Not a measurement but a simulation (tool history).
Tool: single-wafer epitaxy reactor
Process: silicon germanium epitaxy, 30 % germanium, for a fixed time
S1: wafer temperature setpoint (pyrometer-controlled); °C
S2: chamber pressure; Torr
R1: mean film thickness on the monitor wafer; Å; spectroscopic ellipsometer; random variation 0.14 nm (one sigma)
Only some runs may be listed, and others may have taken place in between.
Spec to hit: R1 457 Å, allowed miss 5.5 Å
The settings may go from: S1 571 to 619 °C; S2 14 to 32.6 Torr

{"run": 1, "hour": 0.0, "S1": 595, "S2": 23.3, "R1": 507.93}
{"run": 2, "hour": 1.3, "S1": 595, "S2": 20.8, "R1": 491.15}
{"run": 3, "hour": 6.2, "S1": 595, "S2": 18.2, "R1": 472.69}
{"run": 4, "hour": 12.5, "S1": 600, "S2": 18.2, "R1": 523.01}
{"hour": 14.2, "done": "pyrometer calibrated"}
{"run": 5, "hour": 14.2, "S1": 600, "S2": 21.1, "R1": 593.38}
{"run": 6, "hour": 21.5, "S1": 600, "S2": 23.4, "R1": 612.6}
{"run": 7, "hour": 23.4, "S1": 598, "S2": 23.4, "R1": 586.82}
{"run": 8, "hour": 27.4, "S1": 596, "S2": 23.4, "R1": 563.03}

Which single option among these 4 for the next run brings every result within its allowed miss of target? Just one does.
{"run": "A", "hour": 31.4, "S1": 584, "S2": 25.6, "R1": "?"}
{"run": "B", "hour": 31.4, "S1": 586, "S2": 27, "R1": "?"}
{"run": "C", "hour": 31.4, "S1": 586, "S2": 21.5, "R1": "?"}
{"run": "D", "hour": 31.4, "S1": 587, "S2": 22.2, "R1": "?"}

move=A R1=445.93
move=B R1=473.17
move=C R1=442.45
move=D R1=456.26
A: carries the result that was furthest off beyond its target, to the other side
B: an improvement on the last run, though not all results are within tolerance
C: carries the result that was furthest off beyond its target, to the other side
D: in spec on every target
So the answer is move D, the one that meets all the targets.

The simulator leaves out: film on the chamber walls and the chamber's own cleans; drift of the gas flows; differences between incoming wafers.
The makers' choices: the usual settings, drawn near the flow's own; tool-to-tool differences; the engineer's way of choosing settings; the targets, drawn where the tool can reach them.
